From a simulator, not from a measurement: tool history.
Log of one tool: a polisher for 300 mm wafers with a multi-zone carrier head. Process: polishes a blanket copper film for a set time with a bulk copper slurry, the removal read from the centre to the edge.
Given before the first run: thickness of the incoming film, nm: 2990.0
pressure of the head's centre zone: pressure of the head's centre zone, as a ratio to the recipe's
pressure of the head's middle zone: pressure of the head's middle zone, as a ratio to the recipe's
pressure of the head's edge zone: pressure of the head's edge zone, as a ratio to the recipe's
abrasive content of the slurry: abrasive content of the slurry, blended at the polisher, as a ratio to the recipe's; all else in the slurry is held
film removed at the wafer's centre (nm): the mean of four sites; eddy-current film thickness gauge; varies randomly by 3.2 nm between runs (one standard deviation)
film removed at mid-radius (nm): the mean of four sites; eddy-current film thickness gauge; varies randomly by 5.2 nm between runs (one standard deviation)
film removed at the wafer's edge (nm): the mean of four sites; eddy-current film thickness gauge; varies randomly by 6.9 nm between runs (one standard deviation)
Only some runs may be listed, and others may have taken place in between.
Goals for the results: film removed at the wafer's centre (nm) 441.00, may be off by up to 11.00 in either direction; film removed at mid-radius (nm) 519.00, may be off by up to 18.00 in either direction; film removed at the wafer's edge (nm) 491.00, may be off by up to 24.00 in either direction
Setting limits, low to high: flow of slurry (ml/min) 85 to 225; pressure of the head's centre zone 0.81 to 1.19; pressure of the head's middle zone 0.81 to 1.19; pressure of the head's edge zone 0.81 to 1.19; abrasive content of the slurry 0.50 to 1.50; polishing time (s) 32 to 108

| run | day | flow of slurry (ml/min) | pressure of the head's centre zone | pressure of the head's middle zone | pressure of the head's edge zone | abrasive content of the slurry | polishing time (s) | film removed at the wafer's centre (nm) | film removed at mid-radius (nm) | film removed at the wafer's edge (nm) |
|---|---|---|---|---|---|---|---|---|---|---|
| 1 | 0.000 | 145 | 1.00 | 1.00 | 1.00 | 1.00 | 70 | 571.13 | 573.23 | 572.72 |
| 2 | 0.338 | 140 | 0.98 | 1.00 | 0.98 | 0.95 | 70 | 552.32 | 575.28 | 548.76 |
| 3 | 0.675 | 140 | 0.98 | 1.00 | 0.98 | 0.75 | 70 | 502.16 | 527.79 | 514.03 |
| 4 | 0.746 | 140 | 0.98 | 1.00 | 0.98 | 0.75 | 84 | 611.95 | 638.43 | 616.04 |
| 5 | 1.100 | 110 | 0.98 | 1.00 | 0.98 | 0.75 | 84 | 576.43 | 608.67 | 601.72 |
| 6 | 1.425 | 110 | 0.96 | 0.99 | 0.96 | 0.70 | 84 | 553.70 | 590.22 | 577.65 |
| 7 | 1.512 | 90 | 0.86 | 0.93 | 0.86 | 0.55 | 84 | 424.96 | 489.25 | 487.14 |
| 8 | 1.808 | 95 | 0.86 | 0.93 | 0.86 | 0.55 | 84 | 432.59 | 485.35 | 477.24 |
| 9 | 2.012 | 105 | 0.85 | 0.99 | 0.89 | 0.60 | 84 | 456.30 | 542.63 | 528.32 |
| 10 | 2.196 | 105 | 0.85 | 0.99 | 0.88 | 0.60 | 84 | 451.10 | 539.29 | 527.78 |
| 11 | 2.442 | 105 | 0.85 | 0.99 | 0.87 | 0.60 | 84 | 451.18 | 548.00 | 522.20 |
| 12 | 2.467 | 105 | 0.85 | 0.98 | 0.86 | 0.60 | 84 | 456.58 | 537.58 | 511.63 |

Of the 5 settings listed for the next run, only one would bring every result within its allowed miss of target. Which one?
| A | 2.492 | 130 | 0.83 | 0.90 | 1.05 | 0.70 | 77 | ? | ? | ? |
| B | 2.492 | 95 | 0.85 | 0.95 | 0.81 | 0.70 | 80 | ? | ? | ? |
| C | 2.492 | 90 | 0.86 | 1.00 | 0.90 | 0.55 | 94 | ? | ? | ? |
| D | 2.492 | 105 | 0.89 | 1.10 | 0.83 | 0.60 | 81 | ? | ? | ? |
| E | 2.492 | 115 | 0.85 | 1.06 | 0.81 | 0.70 | 77 | ? | ? | ? |

| move | film removed at the wafer's centre (nm) | film removed at mid-radius (nm) | film removed at the wafer's edge (nm) |
|---|---|---|---|
| A | 454.90 | 505.37 | 566.05 |
| B | 450.07 | 515.25 | 501.82 |
| C | 478.23 | 565.68 | 553.54 |
| D | 461.14 | 568.07 | 489.30 |
| E | 454.15 | 566.54 | 495.92 |
A: lands further from the targets than the last run did
B: all results land within tolerance of their targets
C: lands further from the targets than the last run did
D: lands further from the targets than the last run did
E: lands further from the targets than the last run did
Correct choice: B, which meets every target

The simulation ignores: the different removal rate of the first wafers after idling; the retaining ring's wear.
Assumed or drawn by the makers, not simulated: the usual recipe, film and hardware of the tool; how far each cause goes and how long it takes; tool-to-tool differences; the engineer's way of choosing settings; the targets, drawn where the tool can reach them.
